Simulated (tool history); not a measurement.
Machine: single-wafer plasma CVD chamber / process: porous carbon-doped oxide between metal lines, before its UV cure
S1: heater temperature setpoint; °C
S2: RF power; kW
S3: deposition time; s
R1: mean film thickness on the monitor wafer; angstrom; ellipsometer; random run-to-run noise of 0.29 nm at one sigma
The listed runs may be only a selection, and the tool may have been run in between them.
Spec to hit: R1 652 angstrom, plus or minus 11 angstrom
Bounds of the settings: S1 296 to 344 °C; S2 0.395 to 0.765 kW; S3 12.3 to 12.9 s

Run 1, hour 0: S1 320 °C, S2 0.58 kW, S3 12.9 s. Result: R1 809.47 angstrom.
Run 2, hour 6.3: S1 320 °C, S2 0.58 kW, S3 12.9 s. Result: R1 807.59 angstrom.
Run 3, hour 8.9: S1 320 °C, S2 0.625 kW, S3 12.9 s. Result: R1 837.88 angstrom.
Run 4, hour 15.8: S1 320 °C, S2 0.545 kW, S3 12.9 s. Result: R1 782.71 angstrom.
Run 5, hour 24.4: S1 327 °C, S2 0.545 kW, S3 12.9 s. Result: R1 760.69 angstrom.
Run 6, hour 31.4: S1 331 °C, S2 0.545 kW, S3 12.9 s. Result: R1 743.29 angstrom.
Run 7, hour 36.9: S1 333 °C, S2 0.525 kW, S3 12.9 s. Result: R1 720.09 angstrom.
Run 8, hour 37.5: S1 335 °C, S2 0.515 kW, S3 12.9 s. Result: R1 707.21 angstrom.
Run 9, hour 40.7: S1 337 °C, S2 0.505 kW, S3 12.9 s. Result: R1 696.18 angstrom.
Run 10, hour 44.3: S1 338 °C, S2 0.495 kW, S3 12.9 s. Result: R1 679.81 angstrom.

Exercise: of the 5 proposed moves below, exactly one satisfies all targets within the stated allowed misses. Which move is it?
Run A, hour 47.9: S1 336 °C, S2 0.49 kW, S3 12.8 s. Result: R1 ?.
Run B, hour 47.9: S1 334 °C, S2 0.445 kW, S3 12.3 s. Result: R1 ?.
Run C, hour 47.9: S1 337 °C, S2 0.505 kW, S3 12.9 s. Result: R1 ?.
Run D, hour 47.9: S1 344 °C, S2 0.505 kW, S3 12.5 s. Result: R1 ?.
Run E, hour 47.9: S1 342 °C, S2 0.575 kW, S3 12.9 s. Result: R1 ?.

move      R1
   A  678.02
   B   631.2
   C  689.07
   D  645.52
   E  713.51
A: an improvement on the last run, though not all results are within tolerance
B: takes the result that was furthest off past its target
C: misses by more than the last run did
D: every result lands within tolerance
E: misses by more than the last run did
Move D is the one to make.
